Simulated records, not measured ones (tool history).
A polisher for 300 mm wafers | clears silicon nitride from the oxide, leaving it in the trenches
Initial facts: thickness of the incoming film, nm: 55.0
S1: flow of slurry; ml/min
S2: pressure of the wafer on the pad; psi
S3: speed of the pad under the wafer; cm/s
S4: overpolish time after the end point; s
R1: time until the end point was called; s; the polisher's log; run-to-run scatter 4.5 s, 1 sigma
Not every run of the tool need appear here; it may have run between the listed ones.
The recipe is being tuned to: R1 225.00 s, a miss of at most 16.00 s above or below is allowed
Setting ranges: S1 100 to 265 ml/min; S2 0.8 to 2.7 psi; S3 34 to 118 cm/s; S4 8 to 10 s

Run 1, hour 0.0: S1 170 ml/min, S2 1.7 psi, S3 76 cm/s, S4 10 s. Result: R1 135.05 s.
Run 2, hour 5.5: S1 170 ml/min, S2 2.1 psi, S3 76 cm/s, S4 10 s. Result: R1 106.81 s.
Run 3, hour 13.8: S1 150 ml/min, S2 2.1 psi, S3 76 cm/s, S4 10 s. Result: R1 114.83 s.
Run 4, hour 18.4: S1 165 ml/min, S2 2.1 psi, S3 76 cm/s, S4 10 s. Result: R1 109.86 s.
Run 5, hour 26.1: S1 160 ml/min, S2 1.8 psi, S3 74 cm/s, S4 10 s. Result: R1 129.76 s.
Run 6, hour 32.8: S1 160 ml/min, S2 1.8 psi, S3 80 cm/s, S4 10 s. Result: R1 126.79 s.
Run 7, hour 38.9: S1 155 ml/min, S2 1.6 psi, S3 78 cm/s, S4 10 s. Result: R1 138.75 s.
Run 8, hour 41.1: S1 155 ml/min, S2 1.4 psi, S3 74 cm/s, S4 10 s. Result: R1 171.11 s.
Run 9, hour 48.5: S1 155 ml/min, S2 1.3 psi, S3 74 cm/s, S4 10 s. Result: R1 180.20 s.
Run 10, hour 54.6: S1 155 ml/min, S2 1.2 psi, S3 74 cm/s, S4 10 s. Result: R1 195.07 s.

4 candidate next runs follow, results not yet known. Just one meets every target within its allowed miss. Identify it.
Run A, hour 60.7: S1 140 ml/min, S2 1.1 psi, S3 72 cm/s, S4 9 s. Result: R1 ?.
Run B, hour 60.7: S1 190 ml/min, S2 1.3 psi, S3 66 cm/s, S4 10 s. Result: R1 ?.
Run C, hour 60.7: S1 175 ml/min, S2 1.5 psi, S3 60 cm/s, S4 8 s. Result: R1 ?.
Run D, hour 60.7: S1 105 ml/min, S2 1.3 psi, S3 84 cm/s, S4 8 s. Result: R1 ?.

move      R1
   A  223.47
   B  196.21
   C  189.80
   D  176.18
A: all results in spec
B: as far off as the last run
C: lands further from the targets than the last run did
D: lands further from the targets than the last run did
The move that meets every target is A.

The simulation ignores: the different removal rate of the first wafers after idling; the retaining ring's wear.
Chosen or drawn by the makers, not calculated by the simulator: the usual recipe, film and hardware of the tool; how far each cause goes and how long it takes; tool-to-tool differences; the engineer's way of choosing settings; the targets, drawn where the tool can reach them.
